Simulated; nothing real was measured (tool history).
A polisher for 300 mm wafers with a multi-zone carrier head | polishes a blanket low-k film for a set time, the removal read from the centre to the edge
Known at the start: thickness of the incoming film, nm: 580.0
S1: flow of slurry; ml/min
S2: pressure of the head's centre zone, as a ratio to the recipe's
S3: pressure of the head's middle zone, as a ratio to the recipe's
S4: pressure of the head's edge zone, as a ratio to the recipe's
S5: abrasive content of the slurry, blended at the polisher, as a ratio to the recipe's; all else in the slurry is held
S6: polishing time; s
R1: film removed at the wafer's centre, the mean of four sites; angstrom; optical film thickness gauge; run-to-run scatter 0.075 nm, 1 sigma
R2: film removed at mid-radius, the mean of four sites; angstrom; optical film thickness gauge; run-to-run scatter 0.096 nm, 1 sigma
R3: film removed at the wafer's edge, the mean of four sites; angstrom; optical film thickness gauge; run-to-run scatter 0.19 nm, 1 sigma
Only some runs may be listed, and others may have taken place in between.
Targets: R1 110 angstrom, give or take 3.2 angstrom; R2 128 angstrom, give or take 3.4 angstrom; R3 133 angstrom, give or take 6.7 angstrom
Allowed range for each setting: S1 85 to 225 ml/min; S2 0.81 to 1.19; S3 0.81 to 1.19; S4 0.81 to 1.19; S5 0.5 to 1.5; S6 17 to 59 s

{"run": 1, "hour": 0.0, "S1": 145, "S2": 1, "S3": 1, "S4": 1, "S5": 1, "S6": 38, "R1": 159.1, "R2": 163.62, "R3": 167.87}
{"run": 2, "hour": 3.1, "S1": 135, "S2": 0.95, "S3": 0.98, "S4": 0.96, "S5": 0.95, "S6": 38, "R1": 144.34, "R2": 151.93, "R3": 156.87}
{"run": 3, "hour": 4.9, "S1": 125, "S2": 0.91, "S3": 0.97, "S4": 0.94, "S5": 0.9, "S6": 38, "R1": 127.87, "R2": 140.85, "R3": 144.29}
{"run": 4, "hour": 11.9, "S1": 115, "S2": 0.89, "S3": 0.97, "S4": 0.94, "S5": 0.9, "S6": 38, "R1": 119.38, "R2": 137.37, "R3": 147.87}
{"run": 5, "hour": 16.8, "S1": 110, "S2": 0.89, "S3": 0.97, "S4": 0.91, "S5": 0.9, "S6": 38, "R1": 118.04, "R2": 134.58, "R3": 138.13}
{"run": 6, "hour": 20.2, "S1": 110, "S2": 0.89, "S3": 0.97, "S4": 0.91, "S5": 0.7, "S6": 38, "R1": 100.4, "R2": 113.78, "R3": 120.84}
{"run": 7, "hour": 27.4, "S1": 120, "S2": 0.89, "S3": 0.98, "S4": 0.92, "S5": 0.7, "S6": 38, "R1": 103.42, "R2": 119.07, "R3": 121.6}
{"run": 8, "hour": 33.0, "S1": 120, "S2": 0.89, "S3": 0.98, "S4": 0.92, "S5": 0.7, "S6": 38, "R1": 103.4, "R2": 119.18, "R3": 121.58}
{"run": 9, "hour": 34.5, "S1": 125, "S2": 0.89, "S3": 0.98, "S4": 0.94, "S5": 0.7, "S6": 38, "R1": 105.81, "R2": 122.07, "R3": 122.94}
{"hour": 41.8, "done": "slurry nozzle cleaned"}
{"run": 10, "hour": 41.8, "S1": 140, "S2": 0.87, "S3": 0.96, "S4": 1.04, "S5": 0.75, "S6": 38, "R1": 131.08, "R2": 148.02, "R3": 152.34}
{"run": 11, "hour": 44.3, "S1": 130, "S2": 0.88, "S3": 0.97, "S4": 1.02, "S5": 0.75, "S6": 38, "R1": 129.9, "R2": 147.4, "R3": 148.56}
{"run": 12, "hour": 44.9, "S1": 130, "S2": 0.87, "S3": 0.96, "S4": 1, "S5": 0.75, "S6": 38, "R1": 127.56, "R2": 144.68, "R3": 151.55}
{"run": 13, "hour": 49.0, "S1": 120, "S2": 0.88, "S3": 0.97, "S4": 1, "S5": 0.75, "S6": 38, "R1": 126.11, "R2": 142.75, "R3": 144.32}
{"run": 14, "hour": 53.9, "S1": 120, "S2": 0.87, "S3": 0.97, "S4": 0.99, "S5": 0.75, "S6": 38, "R1": 124.55, "R2": 141.2, "R3": 149.12}
{"run": 15, "hour": 58.8, "S1": 100, "S2": 0.87, "S3": 1, "S4": 0.98, "S5": 0.5, "S6": 38, "R1": 83.156, "R2": 97.146, "R3": 98.467}
{"run": 16, "hour": 61.1, "S1": 140, "S2": 0.85, "S3": 0.99, "S4": 1.05, "S5": 0.5, "S6": 38, "R1": 91.451, "R2": 107.21, "R3": 106.29}
{"run": 17, "hour": 64.3, "S1": 135, "S2": 0.84, "S3": 0.98, "S4": 1.08, "S5": 0.5, "S6": 38, "R1": 88.96, "R2": 103.19, "R3": 108.87}
{"run": 18, "hour": 68.0, "S1": 150, "S2": 0.83, "S3": 0.98, "S4": 1.11, "S5": 0.5, "S6": 38, "R1": 89.51, "R2": 106.91, "R3": 109.83}
{"run": 19, "hour": 72.4, "S1": 160, "S2": 0.83, "S3": 0.97, "S4": 1.13, "S5": 0.55, "S6": 38, "R1": 99.233, "R2": 117.65, "R3": 125.06}
{"run": 20, "hour": 73.1, "S1": 175, "S2": 0.84, "S3": 0.97, "S4": 1.14, "S5": 0.55, "S6": 38, "R1": 103.96, "R2": 120.62, "R3": 126.32}
{"run": 21, "hour": 78.8, "S1": 175, "S2": 0.84, "S3": 0.97, "S4": 1.14, "S5": 0.55, "S6": 38, "R1": 103.96, "R2": 120.16, "R3": 126.25}
{"run": 22, "hour": 85.3, "S1": 185, "S2": 0.84, "S3": 0.97, "S4": 1.15, "S5": 0.55, "S6": 38, "R1": 104.23, "R2": 121.24, "R3": 130.77}
{"run": 23, "hour": 89.8, "S1": 190, "S2": 0.85, "S3": 0.98, "S4": 1.15, "S5": 0.55, "S6": 38, "R1": 105.13, "R2": 122.89, "R3": 125.73}

5 next moves are on the table. One of them brings every result within its allowed miss. Which?
{"run": "A", "hour": 94.3, "S1": 210, "S2": 0.85, "S3": 0.99, "S4": 1.18, "S5": 0.5, "S6": 43, "R1": "?", "R2": "?", "R3": "?"}
{"run": "B", "hour": 94.3, "S1": 180, "S2": 0.89, "S3": 0.99, "S4": 1.13, "S5": 0.55, "S6": 38, "R1": "?", "R2": "?", "R3": "?"}
{"run": "C", "hour": 94.3, "S1": 215, "S2": 0.85, "S3": 1.16, "S4": 1.13, "S5": 0.6, "S6": 32, "R1": "?", "R2": "?", "R3": "?"}
{"run": "D", "hour": 94.3, "S1": 200, "S2": 0.85, "S3": 1.04, "S4": 1.15, "S5": 0.5, "S6": 39, "R1": "?", "R2": "?", "R3": "?"}
{"run": "E", "hour": 94.3, "S1": 175, "S2": 0.86, "S3": 0.87, "S4": 1.17, "S5": 0.5, "S6": 43, "R1": "?", "R2": "?", "R3": "?"}

move=A R1=111.55 R2=130.97 R3=132.19
move=B R1=110.42 R2=124.09 R3=123.82
move=C R1=99.053 R2=129.16 R3=114.86
move=D R1=100.4 R2=121.83 R3=117.94
move=E R1=109.24 R2=117.19 R3=129.13
A: all results in spec
B: meets the target for the result that was furthest off, but another lies outside its allowed miss
C: its largest miss is bigger than the last run's
D: its largest miss is bigger than the last run's
E: meets the target for the result that was furthest off, but another lies outside its allowed miss
Answer: A

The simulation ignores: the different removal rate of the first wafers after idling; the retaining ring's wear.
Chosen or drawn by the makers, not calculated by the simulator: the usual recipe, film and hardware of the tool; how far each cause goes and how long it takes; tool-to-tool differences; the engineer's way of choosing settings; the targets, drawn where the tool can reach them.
